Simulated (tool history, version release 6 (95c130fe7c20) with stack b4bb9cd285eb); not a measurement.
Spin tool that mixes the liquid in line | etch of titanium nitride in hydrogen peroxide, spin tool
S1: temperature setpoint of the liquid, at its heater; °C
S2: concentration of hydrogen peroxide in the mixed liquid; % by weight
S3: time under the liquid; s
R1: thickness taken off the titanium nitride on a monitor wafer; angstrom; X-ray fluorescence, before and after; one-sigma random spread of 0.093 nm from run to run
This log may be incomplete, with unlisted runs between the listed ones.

run	hour	S1	S2	S3	R1
1	0.0	43.0	16.5	320	52.920
2	3.0	44.0	16.5	320	57.757
3	10.1	40.5	16.5	320	44.227
4	17.5	40.5	15.0	320	44.129
5	23.7	36.0	15.0	320	31.547
6	27.1	39.0	15.0	320	38.600
7	28.3	41.0	15.0	320	45.935

Expected results for the next run?
8	32.7	42.5	15.0	320	?

R1: 50.299 angstrom

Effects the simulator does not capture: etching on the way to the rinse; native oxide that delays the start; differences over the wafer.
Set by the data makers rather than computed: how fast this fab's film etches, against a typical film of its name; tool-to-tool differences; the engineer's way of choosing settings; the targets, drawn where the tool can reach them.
